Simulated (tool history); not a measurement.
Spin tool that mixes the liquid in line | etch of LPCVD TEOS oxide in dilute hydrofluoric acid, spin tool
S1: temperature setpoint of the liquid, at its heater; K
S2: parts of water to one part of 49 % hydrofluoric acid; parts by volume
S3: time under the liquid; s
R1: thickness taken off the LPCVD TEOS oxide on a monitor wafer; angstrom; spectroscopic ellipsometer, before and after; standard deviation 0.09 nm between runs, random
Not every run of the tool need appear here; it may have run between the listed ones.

run,day,S1,S2,S3,R1
1,0,297.15,280,265,128.24
2,0.054,297.15,280,285,138.3
3,0.242,299.15,280,285,148.65
4,0.512,299.15,280,265,137.66
5,0.696,302.15,280,265,151.42
6,0.754,302.15,280,265,152.17
7,0.925,303.15,280,265,157.58

Run 8 has not been measured yet. What should we expect?
8,1.062,303.65,280,265,?

{"run 8": {"R1": 159.51}}
